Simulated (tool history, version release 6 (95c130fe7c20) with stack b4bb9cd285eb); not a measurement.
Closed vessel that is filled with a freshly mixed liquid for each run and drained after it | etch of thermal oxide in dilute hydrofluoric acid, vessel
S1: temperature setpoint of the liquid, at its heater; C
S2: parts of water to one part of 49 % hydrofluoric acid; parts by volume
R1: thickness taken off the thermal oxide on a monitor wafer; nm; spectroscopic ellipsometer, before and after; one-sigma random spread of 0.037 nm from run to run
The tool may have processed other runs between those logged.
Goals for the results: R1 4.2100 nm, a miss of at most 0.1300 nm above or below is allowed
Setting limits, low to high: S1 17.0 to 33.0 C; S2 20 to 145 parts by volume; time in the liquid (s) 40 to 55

run 1 hour=0.0 | S1=25.0 S2=80 time_in_the_liquid_(s)=55 | R1=3.7178
run 2 hour=5.5 | S1=25.0 S2=80 time_in_the_liquid_(s)=55 | R1=3.6646
run 3 hour=13.6 | S1=25.5 S2=80 time_in_the_liquid_(s)=55 | R1=3.7633
run 4 hour=20.9 | S1=26.0 S2=80 time_in_the_liquid_(s)=55 | R1=3.8525
run 5 hour=24.2 | S1=26.5 S2=80 time_in_the_liquid_(s)=55 | R1=3.9482
run 6 hour=32.0 | S1=26.5 S2=60 time_in_the_liquid_(s)=55 | R1=5.4001
run 7 hour=40.3 | S1=26.5 S2=60 time_in_the_liquid_(s)=55 | R1=5.4032
run 8 hour=43.1 | S1=25.5 S2=60 time_in_the_liquid_(s)=55 | R1=5.1839
run 9 hour=51.0 | S1=24.5 S2=60 time_in_the_liquid_(s)=55 | R1=4.9727
run 10 hour=59.6 | S1=24.5 S2=60 time_in_the_liquid_(s)=55 | R1=5.0117
run 11 hour=63.8 | S1=23.5 S2=60 time_in_the_liquid_(s)=55 | R1=4.7945
run 12 hour=66.5 | S1=23.0 S2=60 time_in_the_liquid_(s)=55 | R1=4.5687
run 13 hour=71.9 | S1=22.5 S2=60 time_in_the_liquid_(s)=55 | R1=4.6000
run 14 hour=77.8 | S1=19.5 S2=60 time_in_the_liquid_(s)=55 | R1=4.0317

Consider the 4 candidate settings below. Which is the only one whose results all fall within their allowed miss of target?
run A hour=83.7 | S1=17.5 S2=50 time_in_the_liquid_(s)=55 | R1=?
run B hour=83.7 | S1=21.0 S2=45 time_in_the_liquid_(s)=40 | R1=?
run C hour=83.7 | S1=24.5 S2=55 time_in_the_liquid_(s)=40 | R1=?
run D hour=83.7 | S1=18.0 S2=60 time_in_the_liquid_(s)=55 | R1=?

move=A R1=4.5188
move=B R1=4.2670
move=C R1=3.9897
move=D R1=3.8066
A: moves the result that the last run missed by most past its target, out the other side
B: all results land within tolerance of their targets
C: further off than the last run
D: further off than the last run
The right move is B.
